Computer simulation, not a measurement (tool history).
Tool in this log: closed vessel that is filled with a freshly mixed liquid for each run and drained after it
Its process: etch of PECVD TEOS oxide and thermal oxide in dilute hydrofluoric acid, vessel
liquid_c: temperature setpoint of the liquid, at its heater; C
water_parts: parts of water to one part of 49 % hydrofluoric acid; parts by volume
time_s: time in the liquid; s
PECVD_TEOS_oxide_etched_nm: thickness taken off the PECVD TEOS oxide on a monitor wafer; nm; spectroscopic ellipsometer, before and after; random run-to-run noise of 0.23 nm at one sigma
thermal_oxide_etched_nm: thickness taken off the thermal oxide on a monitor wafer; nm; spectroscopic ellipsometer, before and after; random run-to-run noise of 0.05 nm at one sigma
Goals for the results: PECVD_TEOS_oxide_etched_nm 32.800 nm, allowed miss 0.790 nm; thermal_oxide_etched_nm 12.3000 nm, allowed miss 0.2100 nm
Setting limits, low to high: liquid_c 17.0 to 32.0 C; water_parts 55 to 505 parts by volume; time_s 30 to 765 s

{"run": 1, "hour": 0.0, "liquid_c": 24.0, "water_parts": 280, "time_s": 390, "PECVD_TEOS_oxide_etched_nm": 13.847, "thermal_oxide_etched_nm": 5.1624}
{"run": 2, "hour": 7.8, "liquid_c": 26.0, "water_parts": 245, "time_s": 390, "PECVD_TEOS_oxide_etched_nm": 17.593, "thermal_oxide_etched_nm": 6.5772}
{"run": 3, "hour": 13.3, "liquid_c": 27.5, "water_parts": 220, "time_s": 390, "PECVD_TEOS_oxide_etched_nm": 21.248, "thermal_oxide_etched_nm": 7.9016}
{"run": 4, "hour": 19.5, "liquid_c": 28.5, "water_parts": 205, "time_s": 390, "PECVD_TEOS_oxide_etched_nm": 24.031, "thermal_oxide_etched_nm": 8.9549}
{"run": 5, "hour": 21.8, "liquid_c": 29.5, "water_parts": 195, "time_s": 390, "PECVD_TEOS_oxide_etched_nm": 26.347, "thermal_oxide_etched_nm": 9.9129}
{"run": 6, "hour": 29.2, "liquid_c": 29.5, "water_parts": 145, "time_s": 390, "PECVD_TEOS_oxide_etched_nm": 37.455, "thermal_oxide_etched_nm": 14.312}
{"run": 7, "hour": 32.8, "liquid_c": 28.5, "water_parts": 145, "time_s": 390, "PECVD_TEOS_oxide_etched_nm": 36.789, "thermal_oxide_etched_nm": 13.634}
{"run": 8, "hour": 38.7, "liquid_c": 28.0, "water_parts": 150, "time_s": 390, "PECVD_TEOS_oxide_etched_nm": 34.524, "thermal_oxide_etched_nm": 12.808}

Next run, 5 choices. One meets every target within its allowed miss, the rest don't. Which?
{"run": "A", "hour": 44.6, "liquid_c": 25.0, "water_parts": 165, "time_s": 505, "PECVD_TEOS_oxide_etched_nm": "?", "thermal_oxide_etched_nm": "?"}
{"run": "B", "hour": 44.6, "liquid_c": 23.5, "water_parts": 175, "time_s": 530, "PECVD_TEOS_oxide_etched_nm": "?", "thermal_oxide_etched_nm": "?"}
{"run": "C", "hour": 44.6, "liquid_c": 26.0, "water_parts": 170, "time_s": 515, "PECVD_TEOS_oxide_etched_nm": "?", "thermal_oxide_etched_nm": "?"}
{"run": "D", "hour": 44.6, "liquid_c": 31.5, "water_parts": 190, "time_s": 450, "PECVD_TEOS_oxide_etched_nm": "?", "thermal_oxide_etched_nm": "?"}
{"run": "E", "hour": 44.6, "liquid_c": 27.0, "water_parts": 145, "time_s": 410, "PECVD_TEOS_oxide_etched_nm": "?", "thermal_oxide_etched_nm": "?"}

move=A PECVD_TEOS_oxide_etched_nm=35.660 thermal_oxide_etched_nm=13.3370
move=B PECVD_TEOS_oxide_etched_nm=32.979 thermal_oxide_etched_nm=12.3340
move=C PECVD_TEOS_oxide_etched_nm=36.422 thermal_oxide_etched_nm=13.6220
move=D PECVD_TEOS_oxide_etched_nm=33.793 thermal_oxide_etched_nm=12.6380
move=E PECVD_TEOS_oxide_etched_nm=36.353 thermal_oxide_etched_nm=13.5960
A: its largest miss is bigger than the last run's
B: each result inside its tolerance
C: its largest miss is bigger than the last run's
D: nearer the targets than the last run, but a result is still out of spec
E: its largest miss is bigger than the last run's
The move that meets every target is B.
